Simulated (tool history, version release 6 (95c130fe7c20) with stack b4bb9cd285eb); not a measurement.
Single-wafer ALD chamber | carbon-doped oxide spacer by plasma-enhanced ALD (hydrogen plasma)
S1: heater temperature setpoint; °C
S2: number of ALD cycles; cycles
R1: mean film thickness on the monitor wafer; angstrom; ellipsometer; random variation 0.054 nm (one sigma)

run  hour   S1   S2       R1
  1   0.0  385  232  109.320
  2   5.1  385  254  120.240
  3  10.4  385  257  121.380
  4  13.0  385  260  122.220
  5  17.9  385  231  109.310
     18.7  -- thermocouple changed; heater temperature recalibrated
  6  18.7  385  210   99.424
  7  23.8  385  219  103.240
  8  28.9  385  227  107.390
  9  32.2  385  234  110.330
 10  35.9  385  240  114.320
 11  44.1  385  245  115.470
 12  50.4  385  250  117.040
 13  54.8  385  254  120.040
 14  61.2  385  257  121.640
 15  68.0  385  260  122.280
 16  76.8  385  263  123.730
 17  84.0  385  265  124.480
 18  89.6  385  265  125.850
 19  91.0  385  267  125.220

Forecast run 20:
 20  95.7  385  267   ?

{"run 20": {"R1": 125.2}}

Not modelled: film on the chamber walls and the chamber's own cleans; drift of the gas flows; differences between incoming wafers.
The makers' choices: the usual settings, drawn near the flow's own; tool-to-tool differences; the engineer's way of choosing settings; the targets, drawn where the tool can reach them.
